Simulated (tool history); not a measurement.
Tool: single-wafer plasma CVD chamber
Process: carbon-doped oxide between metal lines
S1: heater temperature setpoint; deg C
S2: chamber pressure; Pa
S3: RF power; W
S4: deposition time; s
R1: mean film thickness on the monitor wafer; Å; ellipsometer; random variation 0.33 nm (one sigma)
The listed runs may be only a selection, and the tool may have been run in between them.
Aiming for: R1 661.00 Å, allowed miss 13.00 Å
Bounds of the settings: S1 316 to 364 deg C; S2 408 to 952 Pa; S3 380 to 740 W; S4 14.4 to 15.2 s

run 1 hour=0.0 | S1=340 S2=680 S3=560 S4=15.2 | R1=719.25
run 2 hour=2.2 | S1=340 S2=636 S3=560 S4=15.2 | R1=709.25
run 3 hour=6.8 | S1=346 S2=636 S3=560 S4=15.2 | R1=700.79
run 4 hour=9.0 | S1=347 S2=621 S3=555 S4=15.2 | R1=691.59
run 5 hour=15.6 | S1=348 S2=611 S3=555 S4=15.2 | R1=690.79
run 6 hour=21.9 | S1=349 S2=600 S3=550 S4=15.2 | R1=683.97
run 7 hour=24.3 | S1=350 S2=592 S3=550 S4=15.2 | R1=680.87
-- hour=30.1 RF generator calibrated
run 8 hour=30.1 | S1=355 S2=547 S3=540 S4=15.2 | R1=679.25
run 9 hour=31.9 | S1=355 S2=547 S3=535 S4=15.2 | R1=685.50
run 10 hour=35.1 | S1=355 S2=547 S3=530 S4=15.2 | R1=678.70

Below are 4 possible settings for the next run. Only one of them brings all results inside the allowed miss of their targets. Which is it?
run A hour=38.3 | S1=351 S2=545 S3=540 S4=15.2 | R1=?
run B hour=38.3 | S1=354 S2=536 S3=560 S4=14.4 | R1=?
run C hour=38.3 | S1=354 S2=573 S3=510 S4=14.4 | R1=?
run D hour=38.3 | S1=356 S2=585 S3=555 S4=15.2 | R1=?

move=A R1=691.68
move=B R1=666.86
move=C R1=628.79
move=D R1=704.66
A: misses by more than the last run did
B: all results in spec
C: carries the result that was furthest off beyond its target, to the other side
D: misses by more than the last run did
The right move is B.
